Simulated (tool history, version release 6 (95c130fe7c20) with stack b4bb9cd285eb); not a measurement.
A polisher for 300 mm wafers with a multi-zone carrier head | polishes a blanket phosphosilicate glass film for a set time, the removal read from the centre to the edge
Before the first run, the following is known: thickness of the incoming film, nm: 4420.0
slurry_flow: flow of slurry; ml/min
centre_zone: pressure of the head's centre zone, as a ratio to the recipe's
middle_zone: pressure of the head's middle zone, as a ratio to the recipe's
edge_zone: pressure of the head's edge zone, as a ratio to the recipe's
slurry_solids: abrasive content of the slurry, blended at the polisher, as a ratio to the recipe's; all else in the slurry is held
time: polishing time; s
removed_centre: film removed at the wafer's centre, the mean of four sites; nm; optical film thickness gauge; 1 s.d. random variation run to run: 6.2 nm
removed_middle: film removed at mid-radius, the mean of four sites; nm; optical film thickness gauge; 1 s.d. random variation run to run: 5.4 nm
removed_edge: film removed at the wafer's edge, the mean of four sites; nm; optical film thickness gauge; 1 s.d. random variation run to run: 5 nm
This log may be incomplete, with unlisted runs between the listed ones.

| run | hour | slurry_flow | centre_zone | middle_zone | edge_zone | slurry_solids | time | removed_centre | removed_middle | removed_edge |
|---|---|---|---|---|---|---|---|---|---|---|
| 1 | 0 | 160 | 1 | 1 | 1 | 1 | 53 | 528.3 | 532.64 | 545.33 |
| 2 | 1.9 | 160 | 1 | 1.03 | 1 | 1 | 53 | 525.77 | 551.42 | 536.56 |
| 3 | 10 | 160 | 1 | 1.03 | 1.04 | 1 | 53 | 536.97 | 555.7 | 560.05 |
| 4 | 18.1 | 155 | 0.99 | 0.99 | 1.01 | 0.95 | 53 | 497.59 | 518.62 | 523.46 |
| 5 | 18.8 | 155 | 0.99 | 0.99 | 1.01 | 1.15 | 53 | 556.04 | 578.58 | 568.8 |
| 6 | 24.4 | 155 | 0.99 | 0.99 | 1.01 | 1.25 | 53 | 574.86 | 583.92 | 590.37 |
| 7 | 26.3 | 150 | 0.99 | 0.95 | 1.01 | 1.15 | 53 | 543.22 | 566.52 | 572.94 |
| 8 | 28.5 | 165 | 1 | 0.93 | 1.02 | 1 | 52 | 531.08 | 504.83 | 537.02 |

Run 9 has not been measured yet. What should we expect?
| 9 | 34.3 | 160 | 0.99 | 0.91 | 1.02 | 0.95 | 52 | ? | ? | ? |

removed_centre: 498.73 nm
removed_middle: 478.04 nm
removed_edge: 522.95 nm
